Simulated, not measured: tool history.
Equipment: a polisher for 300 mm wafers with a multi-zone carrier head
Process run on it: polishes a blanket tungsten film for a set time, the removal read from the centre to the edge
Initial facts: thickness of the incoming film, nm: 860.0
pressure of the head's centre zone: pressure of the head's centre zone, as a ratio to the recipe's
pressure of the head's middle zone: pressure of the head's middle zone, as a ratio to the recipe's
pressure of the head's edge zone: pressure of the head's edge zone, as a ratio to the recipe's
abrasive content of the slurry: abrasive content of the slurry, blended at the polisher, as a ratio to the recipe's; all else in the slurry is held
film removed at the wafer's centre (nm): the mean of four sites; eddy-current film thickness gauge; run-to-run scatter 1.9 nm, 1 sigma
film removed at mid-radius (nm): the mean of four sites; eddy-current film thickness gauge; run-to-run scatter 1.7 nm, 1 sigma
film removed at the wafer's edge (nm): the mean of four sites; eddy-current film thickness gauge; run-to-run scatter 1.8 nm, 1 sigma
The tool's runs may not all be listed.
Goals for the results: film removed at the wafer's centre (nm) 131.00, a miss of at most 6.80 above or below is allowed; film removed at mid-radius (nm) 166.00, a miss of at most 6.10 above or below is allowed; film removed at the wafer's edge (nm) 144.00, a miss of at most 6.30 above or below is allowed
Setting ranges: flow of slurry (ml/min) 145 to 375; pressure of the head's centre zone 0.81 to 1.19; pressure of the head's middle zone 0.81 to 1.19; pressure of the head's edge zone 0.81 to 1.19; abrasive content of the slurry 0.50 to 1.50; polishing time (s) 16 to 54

run	hour	flow of slurry (ml/min)	pressure of the head's centre zone	pressure of the head's middle zone	pressure of the head's edge zone	abrasive content of the slurry	polishing time (s)	film removed at the wafer's centre (nm)	film removed at mid-radius (nm)	film removed at the wafer's edge (nm)
1	0.0	240	1.00	1.00	1.00	1.00	35	194.63	192.43	191.05
2	0.6	240	0.97	1.01	0.98	0.90	34	178.10	183.91	182.45
3	6.7	240	0.97	1.01	0.98	1.05	34	175.85	187.76	183.59
4	8.6	240	0.93	1.01	0.98	1.05	34	175.17	191.49	187.85
5	15.6	240	0.92	1.03	0.96	1.00	33	163.20	188.16	181.53
6	17.1	240	0.92	1.03	0.96	1.10	33	174.64	188.33	181.60
7	22.1	240	0.92	1.05	0.94	1.05	32	164.74	182.78	173.04
8	22.9	240	0.91	1.07	0.92	1.00	31	152.98	179.67	160.93
9	24.1	235	0.90	1.07	0.91	0.95	31	153.88	175.81	164.44
10	24.9	240	0.90	1.09	0.91	0.90	30	142.37	173.15	154.63
11	30.2	240	0.90	1.09	0.90	0.85	30	142.79	168.88	150.94
12	35.6	240	0.89	1.09	0.90	0.85	30	139.45	170.64	151.81
13	38.6	240	0.89	1.09	0.89	0.85	30	140.29	169.22	152.63
14	46.2	240	0.89	1.10	0.89	0.85	30	139.55	171.04	149.45

Next run, 5 choices. One meets every target within its allowed miss, the rest don't. Which?
A	53.8	160	0.81	0.99	0.96	0.85	32	?	?	?
B	53.8	265	0.97	1.14	0.84	0.90	28	?	?	?
C	53.8	270	0.95	1.09	0.91	0.80	29	?	?	?
D	53.8	255	0.94	1.12	0.83	0.85	31	?	?	?
E	53.8	230	0.91	1.16	0.97	0.85	28	?	?	?

move	film removed at the wafer's centre (nm)	film removed at mid-radius (nm)	film removed at the wafer's edge (nm)
A	129.96	160.18	162.67
B	146.10	168.09	140.42
C	144.41	163.29	147.03
D	154.06	180.31	152.26
E	133.32	166.29	146.60
A: meets the target for the result that was furthest off, but another lies outside its allowed miss
B: lands further from the targets than the last run did
C: lands further from the targets than the last run did
D: lands further from the targets than the last run did
E: meets every target
The move that meets every target is E.
